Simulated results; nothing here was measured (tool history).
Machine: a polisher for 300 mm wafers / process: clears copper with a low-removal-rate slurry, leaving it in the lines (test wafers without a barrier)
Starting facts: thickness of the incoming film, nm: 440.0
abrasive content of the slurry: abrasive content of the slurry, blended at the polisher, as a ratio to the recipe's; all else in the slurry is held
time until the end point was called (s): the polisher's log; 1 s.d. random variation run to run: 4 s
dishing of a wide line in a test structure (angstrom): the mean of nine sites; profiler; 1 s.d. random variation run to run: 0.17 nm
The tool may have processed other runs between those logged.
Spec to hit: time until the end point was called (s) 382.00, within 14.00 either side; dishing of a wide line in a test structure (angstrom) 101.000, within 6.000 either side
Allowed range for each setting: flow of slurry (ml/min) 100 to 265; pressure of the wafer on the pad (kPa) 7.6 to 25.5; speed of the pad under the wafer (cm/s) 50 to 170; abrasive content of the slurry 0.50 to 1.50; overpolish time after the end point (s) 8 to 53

run,hour,flow of slurry (ml/min),pressure of the wafer on the pad (kPa),speed of the pad under the wafer (cm/s),abrasive content of the slurry,overpolish time after the end point (s),time until the end point was called (s),dishing of a wide line in a test structure (angstrom)
1,0.0,170,16.5,110,1.00,27,202.33,113.580
2,8.2,165,13.8,108,1.00,23,239.24,111.710
3,12.7,165,13.8,126,1.00,23,215.97,114.710
4,14.3,165,11.0,126,1.00,23,258.10,106.610
5,15.5,140,11.0,126,1.00,23,269.20,106.560
6,22.8,140,9.7,126,1.00,23,295.02,102.150
7,26.8,150,9.0,120,0.95,28,336.41,102.710
8,31.4,150,9.0,120,0.95,28,326.69,104.790
9,37.3,140,7.6,112,0.95,21,408.80,89.807
10,43.3,145,7.6,112,0.95,24,408.21,93.203
11,44.4,150,7.6,112,0.95,26,406.70,97.332

Of the 4 settings listed for the next run, only one would bring every result within its allowed miss of target. Which one?
A,45.5,175,8.3,106,0.95,18,?,?
B,45.5,180,7.6,112,0.75,31,?,?
C,45.5,140,7.6,122,0.95,20,?,?
D,45.5,155,9.7,94,0.90,27,?,?

move,time until the end point was called (s),dishing of a wide line in a test structure (angstrom)
A,379.57,85.097
B,415.55,102.110
C,380.45,89.211
D,376.64,101.490
A: meets the target for the result that was furthest off, but another lies outside its allowed miss
B: the biggest miss grows against the last run
C: meets the target for the result that was furthest off, but another lies outside its allowed miss
D: meets every target
Move D is the one to make.
